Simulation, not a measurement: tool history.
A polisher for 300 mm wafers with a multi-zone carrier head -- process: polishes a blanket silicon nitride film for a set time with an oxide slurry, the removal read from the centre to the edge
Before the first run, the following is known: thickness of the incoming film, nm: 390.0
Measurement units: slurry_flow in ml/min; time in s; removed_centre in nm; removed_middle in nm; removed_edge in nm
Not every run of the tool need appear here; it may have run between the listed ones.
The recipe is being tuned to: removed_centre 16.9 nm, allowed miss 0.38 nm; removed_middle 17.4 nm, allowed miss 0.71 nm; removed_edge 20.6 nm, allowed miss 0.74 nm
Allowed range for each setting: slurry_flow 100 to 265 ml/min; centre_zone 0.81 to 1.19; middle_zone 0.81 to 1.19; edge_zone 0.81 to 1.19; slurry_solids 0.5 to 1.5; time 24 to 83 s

Run 1, day 0: slurry_flow 170 ml/min, centre_zone 1, middle_zone 1, edge_zone 1, slurry_solids 1, time 53 s. Result: removed_centre 35.286 nm, removed_middle 34.414 nm, removed_edge 35.443 nm.
Run 2, day 0.192: slurry_flow 210 ml/min, centre_zone 1, middle_zone 1, edge_zone 1, slurry_solids 1, time 53 s. Result: removed_centre 36.345 nm, removed_middle 35.802 nm, removed_edge 36.311 nm.
Run 3, day 0.312: slurry_flow 205 ml/min, centre_zone 0.98, middle_zone 0.98, edge_zone 1, slurry_solids 0.95, time 51 s. Result: removed_centre 33.41 nm, removed_middle 33.869 nm, removed_edge 33.543 nm.
Run 4, day 0.675: slurry_flow 195 ml/min, centre_zone 0.97, middle_zone 0.96, edge_zone 1.02, slurry_solids 0.9, time 49 s. Result: removed_centre 30.502 nm, removed_middle 30.943 nm, removed_edge 31.662 nm.
Run 5, day 1.017: slurry_flow 195 ml/min, centre_zone 0.97, middle_zone 1.01, edge_zone 1.02, slurry_solids 0.9, time 49 s. Result: removed_centre 30.75 nm, removed_middle 31.794 nm, removed_edge 31.559 nm.
Run 6, day 1.358: slurry_flow 185 ml/min, centre_zone 0.96, middle_zone 0.99, edge_zone 1.04, slurry_solids 0.85, time 48 s. Result: removed_centre 29.018 nm, removed_middle 29.835 nm, removed_edge 31.116 nm.
Run 7, day 1.55: slurry_flow 180 ml/min, centre_zone 0.95, middle_zone 0.97, edge_zone 1.04, slurry_solids 0.8, time 47 s. Result: removed_centre 27.624 nm, removed_middle 27.594 nm, removed_edge 29.237 nm.
Run 8, day 1.675: slurry_flow 130 ml/min, centre_zone 0.85, middle_zone 0.9, edge_zone 1.14, slurry_solids 0.55, time 37 s. Result: removed_centre 15.647 nm, removed_middle 16.365 nm, removed_edge 19.525 nm.
Run 9, day 1.717: slurry_flow 135 ml/min, centre_zone 0.85, middle_zone 0.9, edge_zone 1.14, slurry_solids 0.55, time 37 s. Result: removed_centre 15.687 nm, removed_middle 16.582 nm, removed_edge 20.059 nm.
Run 10, day 1.812: slurry_flow 180 ml/min, centre_zone 0.9, middle_zone 0.91, edge_zone 1.11, slurry_solids 0.55, time 37 s. Result: removed_centre 17.541 nm, removed_middle 17.56 nm, removed_edge 20.156 nm.
Run 11, day 2.121: slurry_flow 180 ml/min, centre_zone 0.9, middle_zone 0.91, edge_zone 1.11, slurry_solids 0.55, time 37 s. Result: removed_centre 17.592 nm, removed_middle 17.649 nm, removed_edge 20.356 nm.

5 candidate next runs follow, results not yet known. Just one meets every target within its allowed miss. Identify it.
Run A, day 2.429: slurry_flow 205 ml/min, centre_zone 0.94, middle_zone 0.98, edge_zone 1.05, slurry_solids 0.55, time 36 s. Result: removed_centre ?, removed_middle ?, removed_edge ?.
Run B, day 2.429: slurry_flow 165 ml/min, centre_zone 0.87, middle_zone 0.88, edge_zone 1.15, slurry_solids 0.5, time 39 s. Result: removed_centre ?, removed_middle ?, removed_edge ?.
Run C, day 2.429: slurry_flow 215 ml/min, centre_zone 0.81, middle_zone 0.84, edge_zone 1.12, slurry_solids 0.65, time 34 s. Result: removed_centre ?, removed_middle ?, removed_edge ?.
Run D, day 2.429: slurry_flow 140 ml/min, centre_zone 0.88, middle_zone 0.81, edge_zone 1.14, slurry_solids 0.5, time 40 s. Result: removed_centre ?, removed_middle ?, removed_edge ?.
Run E, day 2.429: slurry_flow 165 ml/min, centre_zone 0.94, middle_zone 0.89, edge_zone 1.12, slurry_solids 0.5, time 36 s. Result: removed_centre ?, removed_middle ?, removed_edge ?.

move  removed_centre  removed_middle  removed_edge
   A          18.247          19.085        19.563
   B          17.019          17.622        20.682
   C          16.266          17.246         20.53
   D          17.027          16.432        20.686
   E          16.855          16.407        18.865
A: moves away from the targets compared with the last run
B: hits every target within its allowed miss
C: pushes the last run's worst result past its target
D: brings the result that was furthest off to its target, and leaves another outside
E: brings the result that was furthest off to its target, and leaves another outside
The move that meets every target is B.

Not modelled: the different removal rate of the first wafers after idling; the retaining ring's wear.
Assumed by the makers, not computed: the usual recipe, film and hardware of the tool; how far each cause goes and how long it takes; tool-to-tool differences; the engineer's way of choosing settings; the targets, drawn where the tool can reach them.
